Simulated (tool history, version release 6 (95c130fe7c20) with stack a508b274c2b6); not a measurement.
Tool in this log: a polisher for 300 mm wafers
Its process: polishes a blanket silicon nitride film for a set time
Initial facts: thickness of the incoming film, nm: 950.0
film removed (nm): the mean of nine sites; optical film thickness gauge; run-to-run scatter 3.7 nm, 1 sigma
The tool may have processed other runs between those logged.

| run | hour | flow of slurry (ml/min) | pressure of the wafer on the pad (psi) | speed of the pad under the wafer (m/s) | polishing time (s) | film removed (nm) |
|---|---|---|---|---|---|---|
| 1 | 0.0 | 235 | 4.5 | 1.32 | 121 | 283.97 |
| 2 | 5.7 | 240 | 5.0 | 1.32 | 121 | 307.25 |
| 3 | 11.7 | 240 | 5.5 | 1.32 | 121 | 336.99 |
| 4 | 17.1 | 240 | 5.0 | 1.32 | 121 | 310.43 |
| 5 | 25.0 | 240 | 5.5 | 1.32 | 121 | 341.41 |
| 6 | 31.7 | 240 | 5.5 | 1.32 | 127 | 351.83 |

Forecast run 7:
|  | 32.5 | worn pad replaced by a new one |
| 7 | 32.5 | 255 | 6.7 | 1.34 | 127 | ? |

film removed (nm): 474.50
